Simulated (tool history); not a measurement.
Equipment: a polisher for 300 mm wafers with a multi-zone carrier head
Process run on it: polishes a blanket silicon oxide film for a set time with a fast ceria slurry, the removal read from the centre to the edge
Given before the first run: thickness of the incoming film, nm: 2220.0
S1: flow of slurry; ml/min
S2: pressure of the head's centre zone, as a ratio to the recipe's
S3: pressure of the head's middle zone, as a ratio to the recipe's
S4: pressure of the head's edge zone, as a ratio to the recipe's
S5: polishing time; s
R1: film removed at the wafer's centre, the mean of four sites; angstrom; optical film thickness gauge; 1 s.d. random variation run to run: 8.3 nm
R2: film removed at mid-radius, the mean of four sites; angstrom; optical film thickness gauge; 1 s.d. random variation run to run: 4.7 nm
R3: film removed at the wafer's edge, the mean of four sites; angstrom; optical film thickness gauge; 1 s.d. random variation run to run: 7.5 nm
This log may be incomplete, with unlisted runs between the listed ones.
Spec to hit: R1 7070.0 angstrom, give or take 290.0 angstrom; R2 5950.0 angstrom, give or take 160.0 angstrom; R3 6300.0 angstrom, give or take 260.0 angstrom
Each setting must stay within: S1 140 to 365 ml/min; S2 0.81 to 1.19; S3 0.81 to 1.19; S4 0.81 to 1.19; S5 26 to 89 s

run    day   S1    S2    S3    S4  S5      R1      R2      R3
  1  0.000  235  1.00  1.00  1.00  57  4794.1  4785.6  4577.1
  2  0.271  235  1.05  1.00  1.00  57  5116.3  4770.9  4678.8
  3  0.338  235  1.05  0.92  1.00  57  5118.7  4401.4  4641.4
  4  0.392  245  1.09  0.96  1.05  60  5622.7  4857.4  4961.4
  5  0.717  235  1.10  0.95  1.07  64  5945.6  5097.6  5325.2
  6  1.092  240  1.11  0.95  1.10  67  6330.9  5319.4  5670.8
  7  1.183  250  1.12  0.96  1.12  68  6472.8  5598.6  5862.3
  8  1.379  265  1.13  0.96  1.14  69  6712.4  5667.7  5963.9
  9  1.600  270  1.13  0.96  1.15  70  6798.1  5716.0  6174.6

Which of these 4 next moves meets every target?
  A  1.821  325  1.12  0.94  1.19  68   ?   ?   ?
  B  1.821  315  1.14  0.87  1.11  73   ?   ?   ?
  C  1.821  310  1.13  0.96  1.17  71   ?   ?   ?
  D  1.821  280  1.07  0.87  1.19  72   ?   ?   ?

move      R1      R2      R3
   A  6731.5  5573.8  6054.8
   B  7330.3  5595.5  6306.7
   C  7059.6  5897.9  6254.8
   D  6699.2  5458.6  6348.9
A: misses by more than the last run did
B: misses by more than the last run did
C: in spec on every target
D: misses by more than the last run did
Correct choice: C, which meets every target
